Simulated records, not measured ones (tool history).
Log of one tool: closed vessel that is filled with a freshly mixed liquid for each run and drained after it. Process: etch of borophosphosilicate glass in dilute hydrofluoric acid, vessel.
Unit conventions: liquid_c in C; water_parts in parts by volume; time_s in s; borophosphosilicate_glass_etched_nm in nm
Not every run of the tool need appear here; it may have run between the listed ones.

run  hour  liquid_c  water_parts  time_s  borophosphosilicate_glass_etched_nm
  1   0.0      22.0          155      55                               18.534
  2   7.4      22.0          155      40                               13.548
  3  11.4      23.0          140      40                               15.828
  4  12.9      23.0          140      40                               15.923
  5  17.7      23.5          125      40                               18.356
  6  21.3      24.0          115      40                               20.590
  7  22.3      24.5          105      40                               23.395
  8  26.8      25.0          100      40                               24.964
  9  28.5      25.5           95      40                               27.118

For run 10, what comes out?
 10  31.1      26.0           90      40                                    ?

borophosphosilicate_glass_etched_nm: 29.587 nm

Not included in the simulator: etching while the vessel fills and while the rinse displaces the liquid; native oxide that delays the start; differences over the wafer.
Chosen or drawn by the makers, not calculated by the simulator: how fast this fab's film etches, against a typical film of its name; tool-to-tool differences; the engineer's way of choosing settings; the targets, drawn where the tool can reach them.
